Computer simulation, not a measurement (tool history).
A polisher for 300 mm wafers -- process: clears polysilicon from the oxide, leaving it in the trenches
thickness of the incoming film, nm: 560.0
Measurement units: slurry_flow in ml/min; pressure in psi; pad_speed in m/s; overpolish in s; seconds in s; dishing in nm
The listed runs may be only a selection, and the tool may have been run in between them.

{"run": 1, "hour": 0.0, "slurry_flow": 275, "pressure": 2.3, "pad_speed": 1.2, "overpolish": 16, "seconds": 39.472, "dishing": 46.118}
{"run": 2, "hour": 1.0, "slurry_flow": 275, "pressure": 2.8, "pad_speed": 1.2, "overpolish": 16, "seconds": 32.419, "dishing": 46.417}
{"run": 3, "hour": 9.1, "slurry_flow": 275, "pressure": 2.8, "pad_speed": 1.2, "overpolish": 11, "seconds": 32.2, "dishing": 47.049}
{"run": 4, "hour": 13.4, "slurry_flow": 275, "pressure": 2.2, "pad_speed": 1.08, "overpolish": 18, "seconds": 44.487, "dishing": 47.085}
{"run": 5, "hour": 17.0, "slurry_flow": 275, "pressure": 2.5, "pad_speed": 1.08, "overpolish": 18, "seconds": 39.677, "dishing": 47.682}
{"run": 6, "hour": 18.5, "slurry_flow": 275, "pressure": 2.5, "pad_speed": 1.08, "overpolish": 14, "seconds": 39.363, "dishing": 46.987}
{"run": 7, "hour": 19.0, "slurry_flow": 270, "pressure": 1.9, "pad_speed": 0.76, "overpolish": 6, "seconds": 69.533, "dishing": 30.608}
{"run": 8, "hour": 24.5, "slurry_flow": 260, "pressure": 1.3, "pad_speed": 0.74, "overpolish": 14, "seconds": 99.942, "dishing": 39.34}
{"run": 9, "hour": 26.2, "slurry_flow": 265, "pressure": 1.3, "pad_speed": 0.74, "overpolish": 14, "seconds": 100.32, "dishing": 39.037}

For run 10, what comes out?
{"run": 10, "hour": 30.2, "slurry_flow": 265, "pressure": 1.3, "pad_speed": 0.74, "overpolish": 15, "seconds": "?", "dishing": "?"}

seconds: 98.597 s
dishing: 39.143 nm
